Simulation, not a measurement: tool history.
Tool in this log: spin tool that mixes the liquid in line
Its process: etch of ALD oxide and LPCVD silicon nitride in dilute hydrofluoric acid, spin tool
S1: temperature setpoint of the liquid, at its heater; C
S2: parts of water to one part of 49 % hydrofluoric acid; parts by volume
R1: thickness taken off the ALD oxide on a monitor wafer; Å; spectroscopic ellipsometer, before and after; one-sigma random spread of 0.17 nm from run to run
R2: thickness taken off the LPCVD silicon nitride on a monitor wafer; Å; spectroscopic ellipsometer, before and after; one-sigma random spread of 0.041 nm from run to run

Run 1, day 0: S1 22 C, S2 145 parts by volume, time under the liquid (s) 180. Result: R1 221.04 Å, R2 4.8905 Å.
Run 2, day 0.208: S1 24.5 C, S2 145 parts by volume, time under the liquid (s) 180. Result: R1 241.27 Å, R2 6.0648 Å.
Run 3, day 0.325: S1 24.5 C, S2 145 parts by volume, time under the liquid (s) 255. Result: R1 347.06 Å, R2 8.9283 Å.
Run 4, day 0.692: S1 24.5 C, S2 145 parts by volume, time under the liquid (s) 325. Result: R1 436.35 Å, R2 10.646 Å.
Run 5, day 0.992: S1 26 C, S2 145 parts by volume, time under the liquid (s) 325. Result: R1 464.13 Å, R2 12.015 Å.
Run 6, day 1.321: S1 26 C, S2 145 parts by volume, time under the liquid (s) 290. Result: R1 416.85 Å, R2 10.553 Å.
Run 7, day 1.571: S1 24.5 C, S2 150 parts by volume, time under the liquid (s) 290. Result: R1 376.43 Å, R2 9.3149 Å.
Run 8, day 1.7: S1 24.5 C, S2 160 parts by volume, time under the liquid (s) 290. Result: R1 347.74 Å, R2 9.5024 Å.
At day 1.921: thermometer replaced.
Run 9, day 1.921: S1 24 C, S2 165 parts by volume, time under the liquid (s) 290. Result: R1 360.51 Å, R2 9.8519 Å.

Expected results for the next run?
Run 10, day 2.233: S1 23 C, S2 170 parts by volume, time under the liquid (s) 290. Result: R1 ?, R2 ?.

{"run 10": {"R1": 333.89, "R2": 8.7635}}

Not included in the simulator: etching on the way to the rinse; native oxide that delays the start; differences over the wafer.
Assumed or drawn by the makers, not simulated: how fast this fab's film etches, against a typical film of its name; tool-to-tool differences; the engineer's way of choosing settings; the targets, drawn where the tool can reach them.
